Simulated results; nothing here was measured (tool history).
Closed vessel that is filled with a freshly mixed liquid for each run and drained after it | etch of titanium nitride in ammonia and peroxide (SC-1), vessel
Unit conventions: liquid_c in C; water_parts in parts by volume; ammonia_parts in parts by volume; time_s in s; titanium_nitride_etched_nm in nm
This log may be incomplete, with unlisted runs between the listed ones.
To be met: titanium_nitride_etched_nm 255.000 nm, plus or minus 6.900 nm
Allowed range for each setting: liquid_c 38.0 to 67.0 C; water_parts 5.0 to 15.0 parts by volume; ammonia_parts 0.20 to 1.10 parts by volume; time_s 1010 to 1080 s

{"run": 1, "hour": 0.0, "liquid_c": 51.0, "water_parts": 8.5, "ammonia_parts": 0.6, "time_s": 1010, "titanium_nitride_etched_nm": 91.94}
{"run": 2, "hour": 9.2, "liquid_c": 51.0, "water_parts": 8.5, "ammonia_parts": 0.4, "time_s": 1010, "titanium_nitride_etched_nm": 85.999}
{"run": 3, "hour": 15.7, "liquid_c": 56.0, "water_parts": 8.5, "ammonia_parts": 0.4, "time_s": 1010, "titanium_nitride_etched_nm": 120.77}
{"run": 4, "hour": 21.4, "liquid_c": 62.0, "water_parts": 8.5, "ammonia_parts": 0.4, "time_s": 1010, "titanium_nitride_etched_nm": 180.43}
{"run": 5, "hour": 23.6, "liquid_c": 62.0, "water_parts": 8.5, "ammonia_parts": 0.4, "time_s": 1010, "titanium_nitride_etched_nm": 177.68}
{"run": 6, "hour": 26.6, "liquid_c": 63.5, "water_parts": 8.5, "ammonia_parts": 0.4, "time_s": 1010, "titanium_nitride_etched_nm": 196.9}
{"run": 7, "hour": 31.3, "liquid_c": 64.5, "water_parts": 8.5, "ammonia_parts": 0.4, "time_s": 1010, "titanium_nitride_etched_nm": 208.71}
{"run": 8, "hour": 33.8, "liquid_c": 65.5, "water_parts": 8.5, "ammonia_parts": 0.4, "time_s": 1010, "titanium_nitride_etched_nm": 220.95}
{"run": 9, "hour": 42.9, "liquid_c": 66.0, "water_parts": 8.0, "ammonia_parts": 0.4, "time_s": 1010, "titanium_nitride_etched_nm": 239.34}
{"run": 10, "hour": 50.3, "liquid_c": 66.5, "water_parts": 8.0, "ammonia_parts": 0.4, "time_s": 1010, "titanium_nitride_etched_nm": 245.23}

Pick the move, out of 5, that brings all results within their allowed miss; only one does.
{"run": "A", "hour": 57.7, "liquid_c": 67.0, "water_parts": 8.0, "ammonia_parts": 0.6, "time_s": 1030, "titanium_nitride_etched_nm": "?"}
{"run": "B", "hour": 57.7, "liquid_c": 65.0, "water_parts": 9.0, "ammonia_parts": 0.6, "time_s": 1055, "titanium_nitride_etched_nm": "?"}
{"run": "C", "hour": 57.7, "liquid_c": 67.0, "water_parts": 10.0, "ammonia_parts": 0.3, "time_s": 1080, "titanium_nitride_etched_nm": "?"}
{"run": "D", "hour": 57.7, "liquid_c": 67.0, "water_parts": 8.5, "ammonia_parts": 0.4, "time_s": 1040, "titanium_nitride_etched_nm": "?"}
{"run": "E", "hour": 57.7, "liquid_c": 67.0, "water_parts": 7.5, "ammonia_parts": 0.45, "time_s": 1040, "titanium_nitride_etched_nm": "?"}

move=A titanium_nitride_etched_nm=273.460
move=B titanium_nitride_etched_nm=232.630
move=C titanium_nitride_etched_nm=226.740
move=D titanium_nitride_etched_nm=250.210
move=E titanium_nitride_etched_nm=272.040
A: the result that was furthest off in the last run now lies on the other side of its target
B: moves away from the targets compared with the last run
C: moves away from the targets compared with the last run
D: meets every target
E: the result that was furthest off in the last run now lies on the other side of its target
Correct choice: D, which meets every target
